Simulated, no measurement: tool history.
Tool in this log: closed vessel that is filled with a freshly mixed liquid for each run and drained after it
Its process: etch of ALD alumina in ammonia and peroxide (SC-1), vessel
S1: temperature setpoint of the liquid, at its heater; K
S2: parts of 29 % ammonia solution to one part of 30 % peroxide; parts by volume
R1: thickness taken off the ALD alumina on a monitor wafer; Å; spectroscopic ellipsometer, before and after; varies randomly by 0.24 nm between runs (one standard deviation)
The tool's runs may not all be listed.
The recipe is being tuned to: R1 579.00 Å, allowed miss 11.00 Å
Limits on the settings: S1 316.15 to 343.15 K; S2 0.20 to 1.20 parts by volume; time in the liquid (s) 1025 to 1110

run 1 day=0.000 | S1=332.15 S2=0.90 time_in_the_liquid_(s)=1025 | R1=725.85
run 2 day=0.067 | S1=328.65 S2=0.90 time_in_the_liquid_(s)=1025 | R1=604.51
run 3 day=0.421 | S1=328.65 S2=1.20 time_in_the_liquid_(s)=1025 | R1=620.37
run 4 day=0.750 | S1=331.65 S2=1.20 time_in_the_liquid_(s)=1025 | R1=725.66
run 5 day=1.008 | S1=331.65 S2=1.20 time_in_the_liquid_(s)=1025 | R1=722.75
run 6 day=1.138 | S1=331.65 S2=0.90 time_in_the_liquid_(s)=1025 | R1=707.94
run 7 day=1.471 | S1=330.65 S2=0.90 time_in_the_liquid_(s)=1025 | R1=674.31
run 8 day=1.517 | S1=329.65 S2=0.90 time_in_the_liquid_(s)=1025 | R1=639.93
run 9 day=1.596 | S1=329.15 S2=0.90 time_in_the_liquid_(s)=1025 | R1=616.38
run 10 day=1.854 | S1=328.65 S2=0.90 time_in_the_liquid_(s)=1025 | R1=602.80

Which one of the following 4 next-run settings gets every result inside its allowed miss? There is exactly one.
run A day=2.112 | S1=329.65 S2=1.00 time_in_the_liquid_(s)=1040 | R1=?
run B day=2.112 | S1=326.65 S2=0.70 time_in_the_liquid_(s)=1110 | R1=?
run C day=2.112 | S1=328.15 S2=0.90 time_in_the_liquid_(s)=1090 | R1=?
run D day=2.112 | S1=328.65 S2=1.05 time_in_the_liquid_(s)=1040 | R1=?

move=A R1=651.01
move=B R1=572.72
move=C R1=624.03
move=D R1=620.43
A: lands further from the targets than the last run did
B: every result within its allowed miss
C: lands further from the targets than the last run did
D: lands further from the targets than the last run did
Answer: B
